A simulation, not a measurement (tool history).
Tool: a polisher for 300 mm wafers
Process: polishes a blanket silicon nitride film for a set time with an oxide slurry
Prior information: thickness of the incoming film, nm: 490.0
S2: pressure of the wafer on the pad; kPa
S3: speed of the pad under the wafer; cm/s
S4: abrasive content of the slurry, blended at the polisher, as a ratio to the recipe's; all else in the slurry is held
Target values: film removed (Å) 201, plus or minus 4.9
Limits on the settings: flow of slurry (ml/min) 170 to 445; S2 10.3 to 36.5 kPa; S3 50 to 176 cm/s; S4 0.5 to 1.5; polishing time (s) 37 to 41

{"run": 1, "hour": 0.0, "flow of slurry (ml/min)": 285, "S2": 23.4, "S3": 112, "S4": 1, "polishing time (s)": 41, "film removed (Å)": 280.84}
{"run": 2, "hour": 7.1, "flow of slurry (ml/min)": 285, "S2": 23.4, "S3": 90, "S4": 1, "polishing time (s)": 41, "film removed (Å)": 244.22}
{"run": 3, "hour": 9.3, "flow of slurry (ml/min)": 285, "S2": 29, "S3": 90, "S4": 1, "polishing time (s)": 41, "film removed (Å)": 301.54}
{"run": 4, "hour": 11.2, "flow of slurry (ml/min)": 285, "S2": 26.9, "S3": 90, "S4": 1, "polishing time (s)": 41, "film removed (Å)": 277.66}
{"run": 5, "hour": 12.6, "flow of slurry (ml/min)": 285, "S2": 26.9, "S3": 90, "S4": 1, "polishing time (s)": 37, "film removed (Å)": 251.95}
{"run": 6, "hour": 21.4, "flow of slurry (ml/min)": 285, "S2": 25.5, "S3": 90, "S4": 1, "polishing time (s)": 37, "film removed (Å)": 238.78}
{"run": 7, "hour": 24.8, "flow of slurry (ml/min)": 285, "S2": 24.8, "S3": 90, "S4": 1, "polishing time (s)": 37, "film removed (Å)": 233.59}
{"run": 8, "hour": 29.7, "flow of slurry (ml/min)": 285, "S2": 24.1, "S3": 90, "S4": 1, "polishing time (s)": 37, "film removed (Å)": 227.88}
{"run": 9, "hour": 36.2, "flow of slurry (ml/min)": 285, "S2": 23.4, "S3": 90, "S4": 1, "polishing time (s)": 37, "film removed (Å)": 218.72}
{"run": 10, "hour": 38.5, "flow of slurry (ml/min)": 285, "S2": 22.8, "S3": 90, "S4": 1, "polishing time (s)": 37, "film removed (Å)": 215.41}
{"run": 11, "hour": 46.7, "flow of slurry (ml/min)": 285, "S2": 22.1, "S3": 90, "S4": 1, "polishing time (s)": 37, "film removed (Å)": 209.53}

Of the 5 settings listed for the next run, only one would bring every result within its allowed miss of target. Which one?
{"run": "A", "hour": 54.9, "flow of slurry (ml/min)": 380, "S2": 16.5, "S3": 112, "S4": 1.1, "polishing time (s)": 37, "film removed (Å)": "?"}
{"run": "B", "hour": 54.9, "flow of slurry (ml/min)": 340, "S2": 19.3, "S3": 86, "S4": 0.9, "polishing time (s)": 40, "film removed (Å)": "?"}
{"run": "C", "hour": 54.9, "flow of slurry (ml/min)": 245, "S2": 20, "S3": 100, "S4": 1.05, "polishing time (s)": 37, "film removed (Å)": "?"}
{"run": "D", "hour": 54.9, "flow of slurry (ml/min)": 285, "S2": 23.4, "S3": 66, "S4": 1, "polishing time (s)": 38, "film removed (Å)": "?"}
{"run": "E", "hour": 54.9, "flow of slurry (ml/min)": 290, "S2": 21.4, "S3": 84, "S4": 0.95, "polishing time (s)": 37, "film removed (Å)": "?"}

move=A film_removed_(Å)=191.69
move=B film_removed_(Å)=187.8
move=C film_removed_(Å)=201.95
move=D film_removed_(Å)=188.48
move=E film_removed_(Å)=189.99
A: pushes the last run's worst result past its target
B: pushes the last run's worst result past its target
C: hits every target within its allowed miss
D: pushes the last run's worst result past its target
E: pushes the last run's worst result past its target
Go with C: it meets all targets.
